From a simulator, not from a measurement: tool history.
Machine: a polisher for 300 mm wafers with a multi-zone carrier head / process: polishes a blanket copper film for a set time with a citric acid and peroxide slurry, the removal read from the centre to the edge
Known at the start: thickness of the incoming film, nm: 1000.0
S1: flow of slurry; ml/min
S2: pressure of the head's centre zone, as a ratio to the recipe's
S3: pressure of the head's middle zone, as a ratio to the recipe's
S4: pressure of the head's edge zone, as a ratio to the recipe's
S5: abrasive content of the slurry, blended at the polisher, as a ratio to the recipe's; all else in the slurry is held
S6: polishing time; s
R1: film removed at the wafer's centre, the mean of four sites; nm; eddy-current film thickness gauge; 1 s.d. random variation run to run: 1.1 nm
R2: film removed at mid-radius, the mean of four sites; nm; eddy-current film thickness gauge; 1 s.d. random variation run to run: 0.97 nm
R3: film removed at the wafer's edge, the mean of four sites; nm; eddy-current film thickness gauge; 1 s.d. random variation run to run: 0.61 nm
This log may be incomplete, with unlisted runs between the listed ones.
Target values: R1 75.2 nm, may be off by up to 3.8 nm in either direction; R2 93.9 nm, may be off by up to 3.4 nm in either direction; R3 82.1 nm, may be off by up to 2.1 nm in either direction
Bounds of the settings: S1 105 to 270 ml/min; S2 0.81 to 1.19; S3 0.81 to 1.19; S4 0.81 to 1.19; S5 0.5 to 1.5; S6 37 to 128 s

run 1 day=0 | S1=175 S2=1 S3=1 S4=1 S5=1 S6=82 | R1=134.98 R2=135.32 R3=132.02
run 2 day=0.308 | S1=175 S2=1 S3=1 S4=1.04 S5=1 S6=82 | R1=136.49 R2=136.83 R3=136.04
run 3 day=0.592 | S1=170 S2=0.96 S3=1.01 S4=0.99 S5=0.9 S6=77 | R1=120.45 R2=125.6 R3=121.13
run 4 day=0.617 | S1=160 S2=0.92 S3=1.03 S4=0.96 S5=0.8 S6=72 | R1=104.37 R2=117.15 R3=109.37
run 5 day=0.958 | S1=160 S2=0.92 S3=1.03 S4=1.01 S5=0.8 S6=72 | R1=103.21 R2=116.28 R3=111.01
run 6 day=1.196 | S1=155 S2=0.9 S3=1.04 S4=0.98 S5=0.75 S6=69 | R1=95.965 R2=109.71 R3=104.39
run 7 day=1.3 | S1=150 S2=0.89 S3=1.05 S4=0.95 S5=0.7 S6=67 | R1=89.316 R2=106.36 R3=97.216
run 8 day=1.542 | S1=145 S2=0.88 S3=1.05 S4=0.92 S5=0.65 S6=66 | R1=85.397 R2=100.99 R3=93.841

Consider the 4 candidate settings below. Which is the only one whose results all fall within their allowed miss of target?
run A day=1.783 | S1=165 S2=0.86 S3=1.1 S4=0.93 S5=0.6 S6=58 | R1=? R2=? R3=?
run B day=1.783 | S1=135 S2=0.81 S3=1.19 S4=0.95 S5=0.65 S6=55 | R1=? R2=? R3=?
run C day=1.783 | S1=145 S2=0.83 S3=1.09 S4=0.95 S5=0.7 S6=52 | R1=? R2=? R3=?
run D day=1.783 | S1=130 S2=0.92 S3=1.07 S4=0.88 S5=0.6 S6=58 | R1=? R2=? R3=?

move=A R1=75.808 R2=94.56 R3=83.49
move=B R1=65.956 R2=93.088 R3=78.35
move=C R1=65.676 R2=84.065 R3=76.045
move=D R1=75.572 R2=87.51 R3=78.589
A: hits every target within its allowed miss
B: moves the result that the last run missed by most past its target, out the other side
C: moves the result that the last run missed by most past its target, out the other side
D: moves the result that the last run missed by most past its target, out the other side
A is the move that brings every result within its allowed miss.
